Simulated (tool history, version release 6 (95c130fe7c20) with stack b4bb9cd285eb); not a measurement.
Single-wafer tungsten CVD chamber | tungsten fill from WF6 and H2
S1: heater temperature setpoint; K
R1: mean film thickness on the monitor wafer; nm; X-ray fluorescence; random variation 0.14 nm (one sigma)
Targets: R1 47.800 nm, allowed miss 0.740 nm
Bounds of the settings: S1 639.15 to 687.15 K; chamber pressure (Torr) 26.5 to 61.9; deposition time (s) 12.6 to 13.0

{"run": 1, "hour": 0.0, "S1": 663.15, "chamber pressure (Torr)": 44.2, "deposition time (s)": 12.6, "R1": 38.112}
{"run": 2, "hour": 1.7, "S1": 665.15, "chamber pressure (Torr)": 44.2, "deposition time (s)": 12.6, "R1": 39.36}
{"run": 3, "hour": 7.7, "S1": 667.15, "chamber pressure (Torr)": 44.2, "deposition time (s)": 12.6, "R1": 40.782}
{"run": 4, "hour": 13.3, "S1": 668.15, "chamber pressure (Torr)": 44.2, "deposition time (s)": 12.6, "R1": 41.474}
{"run": 5, "hour": 18.1, "S1": 669.15, "chamber pressure (Torr)": 44.2, "deposition time (s)": 12.6, "R1": 42.236}
{"run": 6, "hour": 23.8, "S1": 669.15, "chamber pressure (Torr)": 44.2, "deposition time (s)": 12.6, "R1": 42.149}
{"run": 7, "hour": 30.5, "S1": 670.15, "chamber pressure (Torr)": 44.2, "deposition time (s)": 12.6, "R1": 42.755}
{"run": 8, "hour": 37.8, "S1": 671.15, "chamber pressure (Torr)": 44.2, "deposition time (s)": 12.6, "R1": 43.496}
{"run": 9, "hour": 44.6, "S1": 672.15, "chamber pressure (Torr)": 44.2, "deposition time (s)": 12.6, "R1": 44.462}
{"run": 10, "hour": 47.5, "S1": 673.15, "chamber pressure (Torr)": 44.2, "deposition time (s)": 12.6, "R1": 44.842}
{"run": 11, "hour": 50.5, "S1": 674.15, "chamber pressure (Torr)": 44.2, "deposition time (s)": 12.6, "R1": 45.898}
{"run": 12, "hour": 51.3, "S1": 675.15, "chamber pressure (Torr)": 44.2, "deposition time (s)": 12.6, "R1": 46.485}

Which of these 5 next moves meets every target?
{"run": "A", "hour": 52.1, "S1": 673.15, "chamber pressure (Torr)": 42.9, "deposition time (s)": 12.6, "R1": "?"}
{"run": "B", "hour": 52.1, "S1": 673.15, "chamber pressure (Torr)": 47.2, "deposition time (s)": 13.0, "R1": "?"}
{"run": "C", "hour": 52.1, "S1": 673.15, "chamber pressure (Torr)": 45.4, "deposition time (s)": 12.6, "R1": "?"}
{"run": "D", "hour": 52.1, "S1": 671.15, "chamber pressure (Torr)": 45.6, "deposition time (s)": 12.8, "R1": "?"}
{"run": "E", "hour": 52.1, "S1": 672.15, "chamber pressure (Torr)": 41.8, "deposition time (s)": 12.8, "R1": "?"}

move=A R1=44.435
move=B R1=47.346
move=C R1=45.284
move=D R1=44.586
move=E R1=44.025
A: further off than the last run
B: meets every target
C: further off than the last run
D: further off than the last run
E: further off than the last run
The right move is B.
